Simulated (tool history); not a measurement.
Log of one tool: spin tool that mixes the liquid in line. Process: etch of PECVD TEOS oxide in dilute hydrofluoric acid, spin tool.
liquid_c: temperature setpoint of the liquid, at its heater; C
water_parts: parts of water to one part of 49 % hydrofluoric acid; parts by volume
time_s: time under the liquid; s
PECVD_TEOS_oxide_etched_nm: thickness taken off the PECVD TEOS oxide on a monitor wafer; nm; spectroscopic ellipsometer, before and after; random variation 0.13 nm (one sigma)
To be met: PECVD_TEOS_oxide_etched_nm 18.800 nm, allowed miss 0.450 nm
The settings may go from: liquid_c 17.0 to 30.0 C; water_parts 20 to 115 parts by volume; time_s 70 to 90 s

Run 1, hour 0.0: liquid_c 22.0 C, water_parts 65 parts by volume, time_s 90 s. Result: PECVD_TEOS_oxide_etched_nm 29.342 nm.
Run 2, hour 1.7: liquid_c 22.0 C, water_parts 65 parts by volume, time_s 90 s. Result: PECVD_TEOS_oxide_etched_nm 29.156 nm.
Run 3, hour 10.4: liquid_c 22.0 C, water_parts 55 parts by volume, time_s 90 s. Result: PECVD_TEOS_oxide_etched_nm 35.220 nm.
Run 4, hour 15.1: liquid_c 25.5 C, water_parts 55 parts by volume, time_s 90 s. Result: PECVD_TEOS_oxide_etched_nm 39.962 nm.
Run 5, hour 23.3: liquid_c 25.5 C, water_parts 40 parts by volume, time_s 90 s. Result: PECVD_TEOS_oxide_etched_nm 56.173 nm.
Run 6, hour 28.8: liquid_c 23.5 C, water_parts 50 parts by volume, time_s 90 s. Result: PECVD_TEOS_oxide_etched_nm 40.667 nm.
Run 7, hour 35.8: liquid_c 23.5 C, water_parts 50 parts by volume, time_s 90 s. Result: PECVD_TEOS_oxide_etched_nm 40.796 nm.
Run 8, hour 41.8: liquid_c 22.0 C, water_parts 60 parts by volume, time_s 90 s. Result: PECVD_TEOS_oxide_etched_nm 31.814 nm.
Run 9, hour 43.7: liquid_c 20.5 C, water_parts 65 parts by volume, time_s 90 s. Result: PECVD_TEOS_oxide_etched_nm 27.645 nm.
Run 10, hour 46.9: liquid_c 19.5 C, water_parts 70 parts by volume, time_s 90 s. Result: PECVD_TEOS_oxide_etched_nm 24.371 nm.
Run 11, hour 50.1: liquid_c 19.0 C, water_parts 75 parts by volume, time_s 90 s. Result: PECVD_TEOS_oxide_etched_nm 21.781 nm.
Run 12, hour 56.9: liquid_c 18.5 C, water_parts 75 parts by volume, time_s 90 s. Result: PECVD_TEOS_oxide_etched_nm 21.564 nm.
Run 13, hour 60.8: liquid_c 18.0 C, water_parts 75 parts by volume, time_s 90 s. Result: PECVD_TEOS_oxide_etched_nm 21.257 nm.
Run 14, hour 64.4: liquid_c 17.5 C, water_parts 75 parts by volume, time_s 90 s. Result: PECVD_TEOS_oxide_etched_nm 20.555 nm.
Run 15, hour 65.6: liquid_c 17.0 C, water_parts 75 parts by volume, time_s 90 s. Result: PECVD_TEOS_oxide_etched_nm 20.192 nm.

4 next moves are on the table. One of them brings every result within its allowed miss. Which?
Run A, hour 66.8: liquid_c 17.5 C, water_parts 80 parts by volume, time_s 85 s. Result: PECVD_TEOS_oxide_etched_nm ?.
Run B, hour 66.8: liquid_c 18.5 C, water_parts 80 parts by volume, time_s 85 s. Result: PECVD_TEOS_oxide_etched_nm ?.
Run C, hour 66.8: liquid_c 17.0 C, water_parts 70 parts by volume, time_s 75 s. Result: PECVD_TEOS_oxide_etched_nm ?.
Run D, hour 66.8: liquid_c 21.0 C, water_parts 90 parts by volume, time_s 90 s. Result: PECVD_TEOS_oxide_etched_nm ?.

move  PECVD_TEOS_oxide_etched_nm
   A                      18.099
   B                      18.882
   C                      18.060
   D                      19.494
A: takes the result that was furthest off past its target
B: meets every target
C: takes the result that was furthest off past its target
D: nearer than the last run, and not there yet
Answer: B
